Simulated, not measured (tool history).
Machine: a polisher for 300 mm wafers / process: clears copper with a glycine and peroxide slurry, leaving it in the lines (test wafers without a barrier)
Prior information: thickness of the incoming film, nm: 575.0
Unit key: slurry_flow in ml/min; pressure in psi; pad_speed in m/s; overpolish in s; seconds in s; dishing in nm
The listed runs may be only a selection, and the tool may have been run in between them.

run 1 hour=0 | slurry_flow=155 pressure=1.7 pad_speed=0.92 overpolish=15 | seconds=128.82 dishing=39.877
run 2 hour=4.8 | slurry_flow=140 pressure=1.5 pad_speed=0.98 overpolish=12 | seconds=135.83 dishing=30.895
run 3 hour=8.2 | slurry_flow=140 pressure=1.8 pad_speed=0.98 overpolish=12 | seconds=116.99 dishing=34.844
run 4 hour=13.6 | slurry_flow=140 pressure=1.8 pad_speed=0.98 overpolish=8 | seconds=120.07 dishing=25.304
run 5 hour=16.8 | slurry_flow=140 pressure=1.8 pad_speed=1.1 overpolish=8 | seconds=110.85 dishing=26.467
run 6 hour=18.3 | slurry_flow=135 pressure=1.6 pad_speed=1.12 overpolish=7 | seconds=118.94 dishing=22.541
run 7 hour=23.8 | slurry_flow=135 pressure=1.5 pad_speed=1.12 overpolish=6 | seconds=127.07 dishing=18.558
run 8 hour=31.3 | slurry_flow=135 pressure=1.4 pad_speed=1.12 overpolish=6 | seconds=130.17 dishing=17.889

Predict the results of run 9:
run 9 hour=37.2 | slurry_flow=135 pressure=1.3 pad_speed=1.12 overpolish=6 | seconds=? dishing=?

Run 9 came out at seconds 133.65 s, dishing 16.881 nm.
